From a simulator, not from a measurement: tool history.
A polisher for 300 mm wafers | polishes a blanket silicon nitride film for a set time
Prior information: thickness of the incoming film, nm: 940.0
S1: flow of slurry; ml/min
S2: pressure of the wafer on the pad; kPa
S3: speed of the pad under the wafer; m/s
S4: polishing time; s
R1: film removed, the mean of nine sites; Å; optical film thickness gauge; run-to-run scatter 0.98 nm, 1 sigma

run    day   S1    S2    S3  S4      R1
  1  0.000  280  31.0  1.20  25  510.81
  2  0.154  280  31.0  1.02  25  467.24
  3  0.192  280  31.0  0.76  25  373.87
  4  0.217  280  34.5  0.82  25  440.55
  5  0.492  280  34.5  0.66  25  377.62
  6  0.558  280  34.5  0.66  23  350.38
  7  0.812  280  37.2  0.76  23  411.52
  8  1.133  280  46.2  1.10  24  686.69
  9  1.304  280  46.9  1.14  24  713.82
 10  1.392  280  46.9  1.14  24  716.72
 11  1.700  280  47.6  1.18  24  722.46
 12  1.800  280  47.6  1.22  24  759.60
 13  1.992  280  47.6  1.24  24  775.85
 14  2.292  280  47.6  1.26  24  773.44
 15  2.621  280  47.6  1.28  24  785.33
 16  2.842  280  47.6  1.30  24  777.47

What does the tool deliver on the next run?
 17  2.871  280  47.6  1.32  24   ?

R1: 798.49 Å
